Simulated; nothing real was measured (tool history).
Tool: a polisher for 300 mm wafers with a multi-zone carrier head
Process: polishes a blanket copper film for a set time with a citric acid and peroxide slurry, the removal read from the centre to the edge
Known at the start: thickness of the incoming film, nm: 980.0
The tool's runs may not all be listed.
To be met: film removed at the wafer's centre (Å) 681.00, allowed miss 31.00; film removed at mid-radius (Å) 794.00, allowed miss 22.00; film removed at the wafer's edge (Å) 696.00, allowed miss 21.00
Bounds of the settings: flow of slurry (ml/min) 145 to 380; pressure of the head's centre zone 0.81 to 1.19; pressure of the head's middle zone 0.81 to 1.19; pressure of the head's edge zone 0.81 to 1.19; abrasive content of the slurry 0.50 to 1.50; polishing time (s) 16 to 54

run  hour  flow of slurry (ml/min)  pressure of the head's centre zone  pressure of the head's middle zone  pressure of the head's edge zone  abrasive content of the slurry  polishing time (s)  film removed at the wafer's centre (Å)  film removed at mid-radius (Å)  film removed at the wafer's edge (Å)
  1   0.0                      245                                1.00                                1.00                              1.00                            1.00                  35                                 1230.40                         1304.00                               1253.80
  2   3.9                      245                                0.97                                1.00                              1.00                            1.00                  35                                 1270.10                         1284.30                               1226.90
  3   9.1                      225                                1.01                                1.03                              0.99                            0.85                  30                                 1064.40                         1080.00                               1024.00
  4  13.2                      220                                0.95                                1.07                              1.01                            0.75                  27                                  877.80                          971.33                                892.93
  5  18.8                      215                                0.92                                1.06                              0.97                            0.65                  26                                  782.92                          909.07                                811.80
  6  20.8                      210                                0.91                                1.03                              0.93                            0.60                  26                                  766.54                          866.29                                793.15
  7  27.0                      205                                0.90                                1.03                              0.90                            0.55                  25                                  716.21                          807.85                                726.79
  8  27.9                      205                                0.90                                1.03                              0.90                            0.55                  25                                  697.43                          817.44                                726.99

5 next moves are on the table. One of them brings every result within its allowed miss. Which?
  A  28.8                      175                                0.87                                1.05                              0.93                            0.50                  23                                       ?                               ?                                     ?
  B  28.8                      185                                0.88                                1.05                              0.88                            0.70                  23                                       ?                               ?                                     ?
  C  28.8                      235                                0.93                                1.01                              0.85                            0.50                  23                                       ?                               ?                                     ?
  D  28.8                      145                                0.81                                1.01                              0.92                            0.85                  22                                       ?                               ?                                     ?
  E  28.8                      205                                0.87                                1.01                              0.95                            0.50                  26                                       ?                               ?                                     ?

move  film removed at the wafer's centre (Å)  film removed at mid-radius (Å)  film removed at the wafer's edge (Å)
   A                                  619.18                          727.95                                662.20
   B                                  680.34                          793.36                                702.17
   C                                  673.09                          730.48                                653.37
   D                                  621.04                          741.85                                699.43
   E                                  716.10                          812.78                                768.06
A: takes the result that was furthest off past its target
B: meets every target
C: takes the result that was furthest off past its target
D: brings the result that was furthest off to its target, and leaves another outside
E: further off than the last run
Answer: B

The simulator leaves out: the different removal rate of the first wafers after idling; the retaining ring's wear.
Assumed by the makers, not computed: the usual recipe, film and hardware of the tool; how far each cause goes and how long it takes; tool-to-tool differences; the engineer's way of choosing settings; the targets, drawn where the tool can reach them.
